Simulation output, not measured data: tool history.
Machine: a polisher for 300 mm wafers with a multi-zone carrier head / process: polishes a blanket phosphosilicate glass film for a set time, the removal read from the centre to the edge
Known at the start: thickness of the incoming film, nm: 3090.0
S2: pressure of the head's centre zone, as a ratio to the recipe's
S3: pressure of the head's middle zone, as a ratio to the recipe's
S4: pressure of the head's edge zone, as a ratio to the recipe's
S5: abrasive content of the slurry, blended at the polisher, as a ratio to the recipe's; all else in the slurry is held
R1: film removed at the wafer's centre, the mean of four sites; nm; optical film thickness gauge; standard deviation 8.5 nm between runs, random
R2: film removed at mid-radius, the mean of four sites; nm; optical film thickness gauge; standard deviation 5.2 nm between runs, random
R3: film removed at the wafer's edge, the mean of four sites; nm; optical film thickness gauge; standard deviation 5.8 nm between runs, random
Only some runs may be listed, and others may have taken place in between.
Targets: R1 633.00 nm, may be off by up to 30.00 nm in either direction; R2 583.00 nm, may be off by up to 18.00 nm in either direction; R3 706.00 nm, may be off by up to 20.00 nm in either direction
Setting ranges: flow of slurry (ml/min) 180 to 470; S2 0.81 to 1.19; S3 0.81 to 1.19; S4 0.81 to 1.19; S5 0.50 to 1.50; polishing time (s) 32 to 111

{"run": 1, "day": 0.0, "flow of slurry (ml/min)": 300, "S2": 1.0, "S3": 1.0, "S4": 1.0, "S5": 1.0, "polishing time (s)": 71, "R1": 469.67, "R2": 486.8, "R3": 479.37}
{"run": 2, "day": 0.308, "flow of slurry (ml/min)": 300, "S2": 0.91, "S3": 1.0, "S4": 1.0, "S5": 1.0, "polishing time (s)": 71, "R1": 429.41, "R2": 474.42, "R3": 477.96}
{"run": 3, "day": 0.654, "flow of slurry (ml/min)": 300, "S2": 0.92, "S3": 0.99, "S4": 1.02, "S5": 1.05, "polishing time (s)": 72, "R1": 461.6, "R2": 497.2, "R3": 500.57}
{"run": 4, "day": 0.729, "flow of slurry (ml/min)": 300, "S2": 0.92, "S3": 0.99, "S4": 1.02, "S5": 0.85, "polishing time (s)": 72, "R1": 394.22, "R2": 440.55, "R3": 443.86}
{"run": 5, "day": 0.979, "flow of slurry (ml/min)": 300, "S2": 0.92, "S3": 0.97, "S4": 1.03, "S5": 0.9, "polishing time (s)": 72, "R1": 424.62, "R2": 451.81, "R3": 469.84}
{"run": 6, "day": 1.088, "flow of slurry (ml/min)": 240, "S2": 0.92, "S3": 0.97, "S4": 1.03, "S5": 0.9, "polishing time (s)": 72, "R1": 403.59, "R2": 440.32, "R3": 457.18}
{"run": 7, "day": 1.442, "flow of slurry (ml/min)": 325, "S2": 0.99, "S3": 0.88, "S4": 1.13, "S5": 1.15, "polishing time (s)": 75, "R1": 523.84, "R2": 498.93, "R3": 586.25}
{"run": 8, "day": 1.692, "flow of slurry (ml/min)": 325, "S2": 0.99, "S3": 0.88, "S4": 1.14, "S5": 1.2, "polishing time (s)": 75, "R1": 522.15, "R2": 510.71, "R3": 595.75}
{"run": 9, "day": 1.988, "flow of slurry (ml/min)": 330, "S2": 1.0, "S3": 0.88, "S4": 1.15, "S5": 1.25, "polishing time (s)": 75, "R1": 563.44, "R2": 516.53, "R3": 610.95}
{"run": 10, "day": 2.079, "flow of slurry (ml/min)": 330, "S2": 0.99, "S3": 0.88, "S4": 1.15, "S5": 1.3, "polishing time (s)": 75, "R1": 561.88, "R2": 528.93, "R3": 632.15}
{"run": 11, "day": 2.238, "flow of slurry (ml/min)": 335, "S2": 0.99, "S3": 0.88, "S4": 1.15, "S5": 1.3, "polishing time (s)": 75, "R1": 556.56, "R2": 533.47, "R3": 623.98}
{"run": 12, "day": 2.558, "flow of slurry (ml/min)": 325, "S2": 1.01, "S3": 0.86, "S4": 1.18, "S5": 1.5, "polishing time (s)": 77, "R1": 614.07, "R2": 574.4, "R3": 682.54}
{"run": 13, "day": 2.692, "flow of slurry (ml/min)": 325, "S2": 1.01, "S3": 0.86, "S4": 1.18, "S5": 1.5, "polishing time (s)": 77, "R1": 627.02, "R2": 562.0, "R3": 683.23}

5 candidate next runs follow, results not yet known. Just one meets every target within its allowed miss. Identify it.
{"run": "A", "day": 2.825, "flow of slurry (ml/min)": 190, "S2": 1.0, "S3": 0.87, "S4": 1.13, "S5": 1.35, "polishing time (s)": 88, "R1": "?", "R2": "?", "R3": "?"}
{"run": "B", "day": 2.825, "flow of slurry (ml/min)": 310, "S2": 1.04, "S3": 0.82, "S4": 1.19, "S5": 1.5, "polishing time (s)": 76, "R1": "?", "R2": "?", "R3": "?"}
{"run": "C", "day": 2.825, "flow of slurry (ml/min)": 360, "S2": 1.07, "S3": 0.92, "S4": 1.11, "S5": 1.45, "polishing time (s)": 76, "R1": "?", "R2": "?", "R3": "?"}
{"run": "D", "day": 2.825, "flow of slurry (ml/min)": 325, "S2": 1.0, "S3": 0.95, "S4": 1.14, "S5": 1.45, "polishing time (s)": 74, "R1": "?", "R2": "?", "R3": "?"}
{"run": "E", "day": 2.825, "flow of slurry (ml/min)": 360, "S2": 1.01, "S3": 0.94, "S4": 1.11, "S5": 1.45, "polishing time (s)": 77, "R1": "?", "R2": "?", "R3": "?"}

move=A R1=613.23 R2=587.88 R3=701.76
move=B R1=616.96 R2=540.89 R3=684.96
move=C R1=633.95 R2=595.17 R3=658.23
move=D R1=576.81 R2=589.82 R3=644.74
move=E R1=611.54 R2=614.09 R3=666.71
A: all results land within tolerance of their targets
B: lands further from the targets than the last run did
C: puts the biggest miss on target and leaves a different result outside tolerance
D: puts the biggest miss on target and leaves a different result outside tolerance
E: takes the result that was furthest off past its target
Answer: A
